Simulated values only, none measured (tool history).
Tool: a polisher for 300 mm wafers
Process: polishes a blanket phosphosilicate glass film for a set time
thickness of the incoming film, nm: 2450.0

run  hour  flow of slurry (ml/min)  pressure of the wafer on the pad (psi)  speed of the pad under the wafer (cm/s)  abrasive content of the slurry  polishing time (s)  film removed (Å)
  1     0                      225                                       3                                       78                               1                  59            4686.3
  2   8.2                      220                                     2.7                                       78                               1                  59            4211.5
  3    10                      215                                     2.5                                       78                               1                  59            3924.5
  4  18.1                      215                                     2.2                                       78                               1                  59            3469.2
  5  23.5                      215                                     2.2                                       78                             0.9                  59            3361.7
  6  25.2                      215                                     2.2                                       92                             0.9                  59            3772.3
  7  27.3                      210                                     2.1                                       92                             0.9                  59            3623.9
  8  27.8                      205                                       2                                       92                             0.9                  59            3380.2
  9  36.2                      195                                       2                                       92                             0.9                  59            3385.9

The next listed run, before its measurement:
 10  39.9                      195                                       2                                       92                             0.9                  59                 ?

{"run 10": {"film removed (Å)": 3407.3}}

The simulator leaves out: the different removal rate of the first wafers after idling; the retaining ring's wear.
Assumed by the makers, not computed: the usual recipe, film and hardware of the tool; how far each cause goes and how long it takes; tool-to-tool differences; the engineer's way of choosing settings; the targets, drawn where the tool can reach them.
